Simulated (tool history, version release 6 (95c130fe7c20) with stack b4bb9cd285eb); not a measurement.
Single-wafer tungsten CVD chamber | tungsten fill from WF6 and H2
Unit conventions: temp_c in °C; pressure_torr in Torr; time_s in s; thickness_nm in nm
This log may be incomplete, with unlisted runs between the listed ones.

run	hour	temp_c	pressure_torr	time_s	thickness_nm
1	0.0	395	33.4	13.1	39.472
2	6.4	395	33.4	13.1	39.700
3	11.8	393	33.4	13.1	37.933
4	15.2	391	33.4	13.1	36.382
# hour 24.2: capacitance manometer re-zeroed and calibrated
5	24.2	390	33.4	13.1	34.893
6	32.9	390	36.8	13.1	36.557
7	34.6	389	36.8	13.1	35.556

Estimate the outcome of run 8 from the log above:
8	36.1	388	36.8	13.1	?

{"run 8": {"thickness_nm": 34.839}}
